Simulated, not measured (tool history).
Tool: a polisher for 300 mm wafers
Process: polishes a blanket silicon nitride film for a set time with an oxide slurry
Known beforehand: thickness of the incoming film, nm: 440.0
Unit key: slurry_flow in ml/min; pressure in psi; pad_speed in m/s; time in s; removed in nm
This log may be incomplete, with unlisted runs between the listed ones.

| run | hour | slurry_flow | pressure | pad_speed | slurry_solids | time | removed |
|---|---|---|---|---|---|---|---|
| 1 | 0 | 180 | 3.6 | 1.22 | 1 | 40 | 27.045 |
| 2 | 6.5 | 180 | 3.6 | 1.22 | 1.2 | 40 | 29.788 |
| 3 | 10.4 | 175 | 3.2 | 1.14 | 1.2 | 40 | 25.546 |
| 4 | 19.2 | 175 | 3.2 | 1.36 | 1.2 | 40 | 28.435 |
| 5 | 21.1 | 170 | 2.9 | 1.24 | 1.2 | 40 | 24.366 |
|  | 28.6 | head pressure recalibrated |
| 6 | 28.6 | 140 | 2.9 | 1.24 | 1.2 | 40 | 22.095 |

What will run 7 give?
| 7 | 30.4 | 135 | 2.6 | 1.2 | 1.2 | 40 | ? |

{"run 7": {"removed": 19.4}}
